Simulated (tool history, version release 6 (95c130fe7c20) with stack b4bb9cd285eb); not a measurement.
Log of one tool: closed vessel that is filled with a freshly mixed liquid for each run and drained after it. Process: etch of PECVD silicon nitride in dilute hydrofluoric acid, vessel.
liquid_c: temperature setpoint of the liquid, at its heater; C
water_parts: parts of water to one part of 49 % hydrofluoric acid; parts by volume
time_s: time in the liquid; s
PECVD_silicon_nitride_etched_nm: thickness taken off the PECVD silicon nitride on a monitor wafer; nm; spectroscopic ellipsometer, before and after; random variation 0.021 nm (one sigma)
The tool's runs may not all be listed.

run	hour	liquid_c	water_parts	time_s	PECVD_silicon_nitride_etched_nm
1	0.0	23.0	60	275	12.7620
2	1.9	23.0	60	275	12.7770
3	10.5	21.5	65	275	10.6540
4	19.6	24.5	65	275	13.0680
5	23.1	24.5	45	275	18.6820
6	31.6	24.5	45	195	13.3450
7	32.9	23.0	50	195	10.8650
8	35.9	22.0	50	195	10.1030
9	42.8	21.0	50	195	9.4283
10	47.7	20.5	50	195	9.1468
11	50.2	20.0	50	195	8.8325

The next listed run, before its measurement:
12	59.3	19.5	50	195	?

Run 12 gave PECVD_silicon_nitride_etched_nm 8.5734 nm.

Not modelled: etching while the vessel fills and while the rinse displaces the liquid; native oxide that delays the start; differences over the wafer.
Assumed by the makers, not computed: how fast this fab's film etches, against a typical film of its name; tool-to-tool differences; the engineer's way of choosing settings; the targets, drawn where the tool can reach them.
